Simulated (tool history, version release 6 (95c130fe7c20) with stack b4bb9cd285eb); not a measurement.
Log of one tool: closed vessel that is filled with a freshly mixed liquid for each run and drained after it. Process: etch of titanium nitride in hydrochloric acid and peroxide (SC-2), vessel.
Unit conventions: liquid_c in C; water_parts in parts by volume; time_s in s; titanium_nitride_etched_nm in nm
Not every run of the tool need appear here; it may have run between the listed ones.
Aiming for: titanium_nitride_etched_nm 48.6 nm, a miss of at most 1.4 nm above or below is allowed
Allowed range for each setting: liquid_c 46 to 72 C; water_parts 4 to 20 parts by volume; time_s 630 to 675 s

run  hour  liquid_c  water_parts  time_s  titanium_nitride_etched_nm
  1     0        62           11     630                      21.871
  2   3.1        62           11     630                      21.869
  3  10.6      64.5         10.5     630                      26.568
  4  17.7      64.5         10.5     675                      28.376
  5  22.5        68         10.5     675                      35.322
  6  27.2        69           10     675                      38.854
  7  33.1        70           10     675                       41.14
  8  42.3      70.5           10     675                      42.849

Of the 5 settings listed for the next run, only one would bring every result within its allowed miss of target. Which one?
  A  51.5      70.5          7.5     640                           ?
  B  51.5        67          6.5     675                           ?
  C  51.5        66          5.5     675                           ?
  D  51.5      71.5            8     635                           ?
  E  51.5        72            9     675                           ?

move  titanium_nitride_etched_nm
   A                      51.539
   B                      49.205
   C                      52.464
   D                      51.554
   E                      51.316
A: takes the result that was furthest off past its target
B: hits every target within its allowed miss
C: takes the result that was furthest off past its target
D: takes the result that was furthest off past its target
E: takes the result that was furthest off past its target
Go with B: it meets all targets.
